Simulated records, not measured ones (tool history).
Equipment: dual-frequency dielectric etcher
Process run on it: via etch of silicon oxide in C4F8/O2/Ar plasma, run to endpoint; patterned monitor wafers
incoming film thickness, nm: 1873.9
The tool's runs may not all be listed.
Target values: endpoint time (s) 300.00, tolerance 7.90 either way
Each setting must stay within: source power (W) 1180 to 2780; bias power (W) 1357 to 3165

run	hour	source power (W)	bias power (W)	endpoint time (s)
1	0.0	1980	2261	353.10
2	4.2	1980	2633	335.79
3	12.7	2100	2682	326.86
4	20.8	2200	2725	316.33
5	24.2	2200	2492	328.64
6	31.2	1890	2492	346.57
7	39.9	2060	2571	334.56
8	47.3	2180	2624	324.32

Which one of the following 5 next-run settings gets every result inside its allowed miss? There is exactly one.
A	54.7	2680	2993	?
B	54.7	2740	2915	?
C	54.7	2500	2822	?
D	54.7	1980	2938	?
E	54.7	2150	2510	?

move	endpoint time (s)
A	287.06
B	287.31
C	300.90
D	323.85
E	332.06
A: carries the result that was furthest off beyond its target, to the other side
B: carries the result that was furthest off beyond its target, to the other side
C: all results land within tolerance of their targets
D: just as far off the targets as the last run
E: further off than the last run
C is the move that brings every result within its allowed miss.
